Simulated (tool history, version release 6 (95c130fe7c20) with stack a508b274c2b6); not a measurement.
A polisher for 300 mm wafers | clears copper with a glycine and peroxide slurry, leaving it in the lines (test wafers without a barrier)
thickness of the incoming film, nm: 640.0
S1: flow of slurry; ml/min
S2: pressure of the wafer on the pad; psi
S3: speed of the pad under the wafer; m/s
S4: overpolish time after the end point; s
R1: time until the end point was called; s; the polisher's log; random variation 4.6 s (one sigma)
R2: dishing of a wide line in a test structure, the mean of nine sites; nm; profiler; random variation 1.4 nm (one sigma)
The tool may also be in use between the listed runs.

run  hour   S1   S2    S3  S4      R1      R2
  1   0.0  235  3.4  0.92  25  122.80  72.108
  2   1.5  235  3.4  0.70  25  158.66  60.005
  3   9.5  235  3.0  0.68  28  172.17  62.698
  4  17.9  235  3.0  0.68  38  173.45  78.626
  5  26.3  235  2.7  0.66  38  193.72  73.075
  6  34.9  190  2.7  0.66  38  192.26  69.196
  7  35.5  190  1.7  0.62  40  281.94  54.150
  8  43.2  190  1.8  0.62  40  282.37  57.091

Run 9 comes next. What will it give?
  9  49.6  190  1.9  0.62  40   ?   ?

{"run 9": {"R1": 272.02, "R2": 59.691}}
